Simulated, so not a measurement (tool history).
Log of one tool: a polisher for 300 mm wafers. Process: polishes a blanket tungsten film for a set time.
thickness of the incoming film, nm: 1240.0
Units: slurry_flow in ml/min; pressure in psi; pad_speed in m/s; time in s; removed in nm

| run | day | slurry_flow | pressure | pad_speed | slurry_solids | time | removed |
|---|---|---|---|---|---|---|---|
| 1 | 0.000 | 125 | 4.6 | 1.00 | 1.0 | 101 | 448.32 |
| 2 | 0.258 | 120 | 4.2 | 1.00 | 1.0 | 101 | 408.76 |
| 3 | 0.517 | 115 | 3.9 | 1.00 | 1.0 | 101 | 371.15 |
| 4 | 0.892 | 115 | 3.9 | 1.00 | 1.1 | 101 | 388.82 |
| 5 | 1.267 | 110 | 3.7 | 1.00 | 1.1 | 101 | 363.19 |
|  | 1.483 | slurry tank refilled with fresh slurry and peroxide |
| 6 | 1.483 | 105 | 3.5 | 1.00 | 1.1 | 101 | 401.34 |
| 7 | 1.629 | 120 | 3.4 | 1.00 | 1.1 | 101 | 417.18 |

The next listed run, before its measurement:
| 8 | 1.792 | 110 | 3.3 | 0.98 | 1.1 | 101 | ? |

{"run 8": {"removed": 386.96}}
